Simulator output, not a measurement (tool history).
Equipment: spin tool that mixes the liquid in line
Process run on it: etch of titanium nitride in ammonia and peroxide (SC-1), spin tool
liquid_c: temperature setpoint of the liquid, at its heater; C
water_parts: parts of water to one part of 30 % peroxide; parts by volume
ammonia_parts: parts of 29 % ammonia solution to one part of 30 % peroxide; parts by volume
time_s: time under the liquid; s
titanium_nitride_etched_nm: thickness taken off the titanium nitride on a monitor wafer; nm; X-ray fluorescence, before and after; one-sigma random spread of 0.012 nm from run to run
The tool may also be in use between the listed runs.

run 1 hour=0.0 | liquid_c=55.0 water_parts=17.0 ammonia_parts=0.95 time_s=75 | titanium_nitride_etched_nm=5.0013
run 2 hour=7.5 | liquid_c=55.0 water_parts=20.5 ammonia_parts=0.95 time_s=75 | titanium_nitride_etched_nm=4.5143
run 3 hour=11.9 | liquid_c=53.5 water_parts=20.5 ammonia_parts=0.95 time_s=75 | titanium_nitride_etched_nm=4.0786
run 4 hour=12.7 | liquid_c=53.5 water_parts=17.5 ammonia_parts=0.95 time_s=75 | titanium_nitride_etched_nm=4.4950
run 5 hour=13.5 | liquid_c=52.0 water_parts=17.5 ammonia_parts=0.95 time_s=75 | titanium_nitride_etched_nm=4.0507
run 6 hour=19.6 | liquid_c=50.5 water_parts=17.5 ammonia_parts=0.95 time_s=75 | titanium_nitride_etched_nm=3.6739
run 7 hour=26.9 | liquid_c=49.0 water_parts=17.5 ammonia_parts=0.95 time_s=75 | titanium_nitride_etched_nm=3.2816
run 8 hour=28.1 | liquid_c=48.0 water_parts=17.5 ammonia_parts=0.95 time_s=75 | titanium_nitride_etched_nm=3.0357
run 9 hour=33.5 | liquid_c=47.0 water_parts=17.5 ammonia_parts=0.95 time_s=75 | titanium_nitride_etched_nm=2.8781
run 10 hour=38.5 | liquid_c=46.0 water_parts=17.5 ammonia_parts=0.95 time_s=75 | titanium_nitride_etched_nm=2.6588

Forecast run 11:
run 11 hour=47.3 | liquid_c=39.5 water_parts=17.5 ammonia_parts=0.95 time_s=75 | titanium_nitride_etched_nm=?

For run 11 the tool returned titanium_nitride_etched_nm 1.6515 nm.
